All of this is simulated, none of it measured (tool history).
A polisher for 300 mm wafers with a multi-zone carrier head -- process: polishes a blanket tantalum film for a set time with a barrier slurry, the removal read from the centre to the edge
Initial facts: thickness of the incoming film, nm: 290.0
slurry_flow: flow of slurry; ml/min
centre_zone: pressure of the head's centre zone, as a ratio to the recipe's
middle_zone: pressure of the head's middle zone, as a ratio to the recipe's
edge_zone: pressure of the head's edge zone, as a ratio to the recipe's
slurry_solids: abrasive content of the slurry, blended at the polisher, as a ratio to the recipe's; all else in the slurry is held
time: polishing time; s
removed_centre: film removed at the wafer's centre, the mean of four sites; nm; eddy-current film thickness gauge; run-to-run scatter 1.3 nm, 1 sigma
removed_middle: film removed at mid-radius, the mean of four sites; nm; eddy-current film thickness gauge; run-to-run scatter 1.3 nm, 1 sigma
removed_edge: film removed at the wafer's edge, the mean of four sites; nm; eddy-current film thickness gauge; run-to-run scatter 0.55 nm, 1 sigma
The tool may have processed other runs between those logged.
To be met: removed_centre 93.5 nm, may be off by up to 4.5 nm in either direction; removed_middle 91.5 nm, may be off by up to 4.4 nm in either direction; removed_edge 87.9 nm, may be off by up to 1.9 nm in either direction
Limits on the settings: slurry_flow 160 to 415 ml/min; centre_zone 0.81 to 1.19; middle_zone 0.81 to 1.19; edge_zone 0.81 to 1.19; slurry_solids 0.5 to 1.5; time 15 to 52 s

run,hour,slurry_flow,centre_zone,middle_zone,edge_zone,slurry_solids,time,removed_centre,removed_middle,removed_edge
1,0,265,1,1,1,1,33,76.73,74.838,74.338
2,7.4,265,1,1,0.91,1,33,78.041,74.082,71.804
3,9.1,270,1.01,1.01,0.94,1.05,33,75.853,76.671,72.904
4,15.9,270,1.03,1,0.94,1.1,34,83.341,79.574,75.897
5,21.6,275,1.04,1,0.96,1.15,34,84.988,81.006,79.729
6,29.1,275,1.04,0.94,0.96,1.15,34,85.679,76.02,79.173
7,32.5,280,1.05,0.96,0.97,1.15,34,86.535,80.528,79.555
8,33.4,290,1.06,0.96,0.99,1.15,34,88.91,81.034,80.539
9,35.8,300,1.06,0.96,1,1.15,34,87.487,79.86,81.748
10,43.2,305,1.07,0.97,1.01,1.15,34,87.936,80.753,81.907

Pick the move, out of 5, that brings all results within their allowed miss; only one does.
A,50.6,215,1.19,0.97,0.97,1.3,33,?,?,?
B,50.6,230,1.06,1.05,1.03,1.2,37,?,?,?
C,50.6,330,1.12,0.87,1.11,1.2,34,?,?,?
D,50.6,320,0.99,1.19,0.98,1.4,31,?,?,?
E,50.6,305,1.16,0.91,1.01,1.05,34,?,?,?

move,removed_centre,removed_middle,removed_edge
A,96.796,76.17,77.752
B,95.65,90.322,88.389
C,97.219,73.904,87.257
D,81.406,91.241,77.375
E,95.943,73.108,79.458
A: moves away from the targets compared with the last run
B: every result lands within tolerance
C: brings the result that was furthest off to its target, and leaves another outside
D: moves away from the targets compared with the last run
E: moves away from the targets compared with the last run
The right move is B.
